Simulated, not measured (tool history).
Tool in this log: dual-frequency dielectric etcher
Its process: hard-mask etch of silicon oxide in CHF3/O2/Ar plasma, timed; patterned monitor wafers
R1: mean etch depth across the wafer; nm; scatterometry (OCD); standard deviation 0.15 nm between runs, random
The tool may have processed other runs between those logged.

Run 1, day 0: source power (W) 550, bias power (W) 208, etch time (s) 18.5. Result: R1 40.251 nm.
Run 2, day 0.304: source power (W) 550, bias power (W) 208, etch time (s) 19.5. Result: R1 42.198 nm.
Run 3, day 0.388: source power (W) 510, bias power (W) 193, etch time (s) 19.5. Result: R1 39.203 nm.
Run 4, day 0.6: source power (W) 470, bias power (W) 191, etch time (s) 19.5. Result: R1 37.83 nm.
Run 5, day 0.875: source power (W) 470, bias power (W) 191, etch time (s) 19.5. Result: R1 37.767 nm.
At day 0.996: wet clean of the chamber.
Run 6, day 0.996: source power (W) 470, bias power (W) 191, etch time (s) 19.5. Result: R1 39.551 nm.

Estimate the outcome of run 7 from the log above:
Run 7, day 1.083: source power (W) 450, bias power (W) 176, etch time (s) 19.5. Result: R1 ?.

R1: 37.299 nm
